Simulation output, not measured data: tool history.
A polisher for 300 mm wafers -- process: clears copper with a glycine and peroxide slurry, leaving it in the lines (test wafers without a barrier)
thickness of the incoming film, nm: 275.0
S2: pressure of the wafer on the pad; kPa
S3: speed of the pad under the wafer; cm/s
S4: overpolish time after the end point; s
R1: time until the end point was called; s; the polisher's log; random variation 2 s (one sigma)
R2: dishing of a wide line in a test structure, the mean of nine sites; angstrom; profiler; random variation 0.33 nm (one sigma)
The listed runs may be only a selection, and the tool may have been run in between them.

run 1 hour=0.0 | flow_of_slurry_(ml/min)=300 S2=15.2 S3=82 S4=29 | R1=73.471 R2=574.23
run 2 hour=8.8 | flow_of_slurry_(ml/min)=300 S2=11.7 S3=82 S4=29 | R1=91.207 R2=519.33
run 3 hour=11.2 | flow_of_slurry_(ml/min)=300 S2=11.7 S3=82 S4=35 | R1=91.360 R2=572.61
run 4 hour=20.0 | flow_of_slurry_(ml/min)=270 S2=11.7 S3=72 S4=29 | R1=97.905 R2=481.95
run 5 hour=24.3 | flow_of_slurry_(ml/min)=270 S2=11.7 S3=72 S4=23 | R1=96.377 R2=404.17
run 6 hour=29.6 | flow_of_slurry_(ml/min)=270 S2=11.7 S3=90 S4=23 | R1=86.229 R2=440.55
run 7 hour=38.5 | flow_of_slurry_(ml/min)=250 S2=10.3 S3=84 S4=20 | R1=98.350 R2=347.01
run 8 hour=42.5 | flow_of_slurry_(ml/min)=250 S2=10.3 S3=84 S4=20 | R1=95.614 R2=353.35
run 9 hour=43.9 | flow_of_slurry_(ml/min)=235 S2=9.7 S3=80 S4=17 | R1=102.550 R2=283.44
run 10 hour=46.7 | flow_of_slurry_(ml/min)=220 S2=9.0 S3=78 S4=15 | R1=111.350 R2=259.00
run 11 hour=50.9 | flow_of_slurry_(ml/min)=210 S2=8.3 S3=78 S4=14 | R1=115.860 R2=216.64
run 12 hour=52.1 | flow_of_slurry_(ml/min)=205 S2=8.3 S3=80 S4=13 | R1=115.600 R2=202.67
run 13 hour=56.0 | flow_of_slurry_(ml/min)=205 S2=8.3 S3=80 S4=13 | R1=113.550 R2=208.74
run 14 hour=58.6 | flow_of_slurry_(ml/min)=200 S2=8.3 S3=80 S4=12 | R1=113.090 R2=192.39
run 15 hour=65.2 | flow_of_slurry_(ml/min)=180 S2=6.9 S3=80 S4=9 | R1=131.830 R2=141.68
run 16 hour=72.7 | flow_of_slurry_(ml/min)=180 S2=6.9 S3=84 S4=9 | R1=124.310 R2=135.97

What will run 17 give?
run 17 hour=73.4 | flow_of_slurry_(ml/min)=185 S2=6.9 S3=84 S4=9 | R1=? R2=?

R1: 124.560 s
R2: 134.87 angstrom
